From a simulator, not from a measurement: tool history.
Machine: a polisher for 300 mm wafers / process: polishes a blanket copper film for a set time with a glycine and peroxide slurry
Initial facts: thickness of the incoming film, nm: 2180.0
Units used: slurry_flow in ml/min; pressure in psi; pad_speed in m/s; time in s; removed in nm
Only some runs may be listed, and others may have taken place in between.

run 1 day=0.000 | slurry_flow=285 pressure=2.8 pad_speed=1.26 time=113 | removed=683.99
run 2 day=0.112 | slurry_flow=285 pressure=2.8 pad_speed=1.26 time=113 | removed=690.81
run 3 day=0.350 | slurry_flow=285 pressure=3.1 pad_speed=1.28 time=113 | removed=762.13
run 4 day=0.404 | slurry_flow=235 pressure=3.1 pad_speed=1.28 time=113 | removed=737.24
run 5 day=0.696 | slurry_flow=240 pressure=3.3 pad_speed=1.30 time=113 | removed=785.31
run 6 day=0.854 | slurry_flow=240 pressure=3.3 pad_speed=1.60 time=113 | removed=952.74
run 7 day=1.100 | slurry_flow=245 pressure=3.4 pad_speed=1.60 time=113 | removed=967.34
run 8 day=1.154 | slurry_flow=245 pressure=3.5 pad_speed=1.60 time=113 | removed=1001.50

For run 9, what comes out?
run 9 day=1.188 | slurry_flow=250 pressure=3.6 pad_speed=1.60 time=113 | removed=?

{"run 9": {"removed": 1008.4}}
